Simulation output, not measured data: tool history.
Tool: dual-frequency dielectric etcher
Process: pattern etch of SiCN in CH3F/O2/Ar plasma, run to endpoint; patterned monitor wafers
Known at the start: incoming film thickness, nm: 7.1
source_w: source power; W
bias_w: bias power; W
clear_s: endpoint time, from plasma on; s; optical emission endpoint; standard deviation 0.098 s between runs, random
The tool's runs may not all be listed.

run,hour,source_w,bias_w,clear_s
1,0,510,89,14.896
2,3.5,450,89,16.049
3,8.1,510,91,14.551
4,12.2,560,91,14.11
5,18.1,560,79,15.208
6,22.3,560,64,16.759
7,27.1,600,72,15.282
8,34.7,630,77,14.545
9,38.4,650,82,13.957
10,44.5,670,86,13.227
11,51.7,680,88,13.156
12,54.1,680,88,13.102

What does the tool deliver on the next run?
13,62.6,690,90,?

clear_s: 12.859 s

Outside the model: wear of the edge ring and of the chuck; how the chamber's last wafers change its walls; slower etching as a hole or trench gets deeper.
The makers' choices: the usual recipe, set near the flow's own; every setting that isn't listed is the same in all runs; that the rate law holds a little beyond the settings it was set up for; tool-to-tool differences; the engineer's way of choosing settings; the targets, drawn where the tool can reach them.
